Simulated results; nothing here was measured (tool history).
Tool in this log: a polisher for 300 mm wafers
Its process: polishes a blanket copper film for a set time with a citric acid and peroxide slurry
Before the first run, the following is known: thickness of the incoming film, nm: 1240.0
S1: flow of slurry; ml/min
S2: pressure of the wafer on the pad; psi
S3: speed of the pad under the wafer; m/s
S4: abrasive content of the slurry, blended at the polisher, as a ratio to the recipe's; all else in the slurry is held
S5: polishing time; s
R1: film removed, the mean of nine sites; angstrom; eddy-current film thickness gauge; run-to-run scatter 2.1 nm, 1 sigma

Run 1, hour 0: S1 125 ml/min, S2 3.2 psi, S3 1.18 m/s, S4 1, S5 92 s. Result: R1 2118 angstrom.
Run 2, hour 5.9: S1 125 ml/min, S2 3.2 psi, S3 1.46 m/s, S4 1, S5 92 s. Result: R1 2636.6 angstrom.
Run 3, hour 8.7: S1 125 ml/min, S2 3.5 psi, S3 1.46 m/s, S4 1, S5 92 s. Result: R1 2835 angstrom.
Run 4, hour 9.8: S1 120 ml/min, S2 3.1 psi, S3 1.44 m/s, S4 1, S5 92 s. Result: R1 2491.1 angstrom.
Run 5, hour 12.9: S1 120 ml/min, S2 3.1 psi, S3 1.44 m/s, S4 0.85, S5 92 s. Result: R1 2412.6 angstrom.
Run 6, hour 17: S1 120 ml/min, S2 3.1 psi, S3 1.44 m/s, S4 1.05, S5 92 s. Result: R1 2527.1 angstrom.
Run 7, hour 24.3: S1 115 ml/min, S2 2.8 psi, S3 1.44 m/s, S4 1.05, S5 92 s. Result: R1 2280.1 angstrom.

The next listed run, before its measurement:
Run 8, hour 31.6: S1 110 ml/min, S2 2.6 psi, S3 1.44 m/s, S4 1.05, S5 92 s. Result: R1 ?.

R1: 2141.2 angstrom
